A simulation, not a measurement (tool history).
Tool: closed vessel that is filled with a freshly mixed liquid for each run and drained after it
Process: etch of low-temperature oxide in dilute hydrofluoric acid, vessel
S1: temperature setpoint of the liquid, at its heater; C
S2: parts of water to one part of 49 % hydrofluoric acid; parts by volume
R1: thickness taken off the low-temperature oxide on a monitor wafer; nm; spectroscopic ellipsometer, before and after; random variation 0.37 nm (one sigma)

run 1 hour=0 | S1=24 S2=80 time_in_the_liquid_(s)=95 | R1=22.279
run 2 hour=2.7 | S1=24 S2=80 time_in_the_liquid_(s)=95 | R1=22.441
run 3 hour=5.7 | S1=24 S2=80 time_in_the_liquid_(s)=75 | R1=17.404
run 4 hour=13.5 | S1=24 S2=80 time_in_the_liquid_(s)=95 | R1=21.988
run 5 hour=16.2 | S1=26 S2=80 time_in_the_liquid_(s)=95 | R1=24.405
run 6 hour=20.1 | S1=27 S2=75 time_in_the_liquid_(s)=95 | R1=27.139
run 7 hour=28 | S1=28 S2=70 time_in_the_liquid_(s)=95 | R1=29.715
run 8 hour=32.4 | S1=29 S2=65 time_in_the_liquid_(s)=95 | R1=33.711

Run 9 comes next. What will it give?
run 9 hour=34.5 | S1=29.5 S2=65 time_in_the_liquid_(s)=95 | R1=?

Run 9 gave R1 34.219 nm.
